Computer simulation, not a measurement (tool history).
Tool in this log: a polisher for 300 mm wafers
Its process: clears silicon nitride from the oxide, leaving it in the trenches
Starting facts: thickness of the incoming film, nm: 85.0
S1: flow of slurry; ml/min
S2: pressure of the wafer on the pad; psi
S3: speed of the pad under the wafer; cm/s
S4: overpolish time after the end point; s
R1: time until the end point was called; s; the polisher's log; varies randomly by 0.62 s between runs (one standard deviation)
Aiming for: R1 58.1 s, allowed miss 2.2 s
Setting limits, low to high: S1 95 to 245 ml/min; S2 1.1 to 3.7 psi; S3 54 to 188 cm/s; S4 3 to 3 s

Run 1, hour 0: S1 155 ml/min, S2 2.4 psi, S3 120 cm/s, S4 3 s. Result: R1 96.932 s.
Run 2, hour 6.2: S1 155 ml/min, S2 2.5 psi, S3 120 cm/s, S4 3 s. Result: R1 94.388 s.
Run 3, hour 7.7: S1 155 ml/min, S2 2.5 psi, S3 148 cm/s, S4 3 s. Result: R1 76.928 s.
Run 4, hour 8.8: S1 155 ml/min, S2 2.6 psi, S3 148 cm/s, S4 3 s. Result: R1 73.969 s.
Run 5, hour 12.4: S1 120 ml/min, S2 2.6 psi, S3 148 cm/s, S4 3 s. Result: R1 77.233 s.
Run 6, hour 20.2: S1 125 ml/min, S2 2.7 psi, S3 148 cm/s, S4 3 s. Result: R1 75.124 s.
Run 7, hour 24.6: S1 130 ml/min, S2 2.8 psi, S3 148 cm/s, S4 3 s. Result: R1 71.631 s.
Run 8, hour 25.4: S1 130 ml/min, S2 2.8 psi, S3 148 cm/s, S4 3 s. Result: R1 73.58 s.
Run 9, hour 33.3: S1 135 ml/min, S2 2.9 psi, S3 148 cm/s, S4 3 s. Result: R1 69.232 s.
Run 10, hour 35.4: S1 140 ml/min, S2 2.9 psi, S3 148 cm/s, S4 3 s. Result: R1 69.512 s.
Run 11, hour 39.6: S1 145 ml/min, S2 3 psi, S3 148 cm/s, S4 3 s. Result: R1 66.288 s.

Exactly one of the 4 candidate moves below puts every result within its allowed miss. Which one?
Run A, hour 43.8: S1 140 ml/min, S2 3.5 psi, S3 150 cm/s, S4 3 s. Result: R1 ?.
Run B, hour 43.8: S1 165 ml/min, S2 3 psi, S3 150 cm/s, S4 3 s. Result: R1 ?.
Run C, hour 43.8: S1 160 ml/min, S2 2.5 psi, S3 136 cm/s, S4 3 s. Result: R1 ?.
Run D, hour 43.8: S1 175 ml/min, S2 2.9 psi, S3 152 cm/s, S4 3 s. Result: R1 ?.

move      R1
   A  59.515
   B   65.73
   C  84.047
   D  66.099
A: all results in spec
B: better than the last run, though not everything is in spec
C: misses by more than the last run did
D: neither nearer nor further off than the last run
A meets every target.
